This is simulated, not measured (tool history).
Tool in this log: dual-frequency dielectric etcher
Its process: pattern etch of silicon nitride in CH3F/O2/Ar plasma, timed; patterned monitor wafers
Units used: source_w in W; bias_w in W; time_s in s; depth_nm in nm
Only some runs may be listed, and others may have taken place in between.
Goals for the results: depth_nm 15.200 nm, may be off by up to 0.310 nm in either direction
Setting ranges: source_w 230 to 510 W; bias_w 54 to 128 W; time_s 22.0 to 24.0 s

run,hour,source_w,bias_w,time_s,depth_nm
1,0.0,370,91,24.0,18.461
2,3.5,370,91,22.0,16.977
3,6.9,370,105,22.0,17.733
4,8.8,370,112,22.0,17.914
5,10.6,350,110,22.0,17.772
6,15.8,340,106,22.0,17.125
7,23.6,330,105,22.0,17.289
8,32.1,320,102,22.0,16.746

5 next moves are on the table. One of them brings every result within its allowed miss. Which?
A,40.6,230,83,23.5,?
B,40.6,240,106,22.0,?
C,40.6,310,109,23.5,?
D,40.6,230,100,23.0,?
E,40.6,260,97,23.0,?

move,depth_nm
A,15.066
B,15.620
C,18.071
D,15.799
E,16.132
A: every result within its allowed miss
B: nearer the targets than the last run, but a result is still out of spec
C: the biggest miss grows against the last run
D: nearer the targets than the last run, but a result is still out of spec
E: nearer the targets than the last run, but a result is still out of spec
A is the move that brings every result within its allowed miss.

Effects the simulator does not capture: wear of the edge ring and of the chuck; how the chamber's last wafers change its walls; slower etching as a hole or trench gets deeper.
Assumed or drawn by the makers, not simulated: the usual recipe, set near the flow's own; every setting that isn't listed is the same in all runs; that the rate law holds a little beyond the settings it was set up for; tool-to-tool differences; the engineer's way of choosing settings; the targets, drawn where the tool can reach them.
